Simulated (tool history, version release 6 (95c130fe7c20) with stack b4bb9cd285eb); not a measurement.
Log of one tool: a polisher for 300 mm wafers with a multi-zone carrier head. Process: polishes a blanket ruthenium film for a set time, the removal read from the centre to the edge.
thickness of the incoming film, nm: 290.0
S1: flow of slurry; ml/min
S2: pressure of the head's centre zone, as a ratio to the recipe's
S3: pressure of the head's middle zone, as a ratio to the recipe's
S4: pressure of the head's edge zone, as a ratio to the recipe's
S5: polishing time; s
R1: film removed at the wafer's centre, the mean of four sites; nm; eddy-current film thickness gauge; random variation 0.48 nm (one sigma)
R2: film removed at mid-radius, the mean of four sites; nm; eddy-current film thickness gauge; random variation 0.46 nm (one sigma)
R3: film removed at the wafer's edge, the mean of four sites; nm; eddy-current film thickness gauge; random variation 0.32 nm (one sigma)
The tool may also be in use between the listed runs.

run,hour,S1,S2,S3,S4,S5,R1,R2,R3
1,0,230,1,1,1,45,40.846,43.148,42.745
2,4.5,235,1.01,1.01,1,45,41.955,42.683,42.722
3,9.1,240,1.02,1.02,1,45,42.812,42.95,43.087
4,14.9,240,1.05,1.02,1,45,43.987,44.002,42.332
5,19.3,240,1.05,1.02,1.07,45,42.733,43.629,44.338
6,20.4,240,1.01,1.02,1.07,45,41.963,43.304,44.381
7,22.4,245,1.02,1.03,1.07,45,42.474,43.746,44.217
8,29.7,250,1.03,1.04,1.07,45,43.271,44.446,44.305

Run 9 comes next. What will it give?
9,32.3,255,1.04,1.04,1.07,45,?,?,?

R1: 43.838 nm
R2: 44.928 nm
R3: 44.265 nm

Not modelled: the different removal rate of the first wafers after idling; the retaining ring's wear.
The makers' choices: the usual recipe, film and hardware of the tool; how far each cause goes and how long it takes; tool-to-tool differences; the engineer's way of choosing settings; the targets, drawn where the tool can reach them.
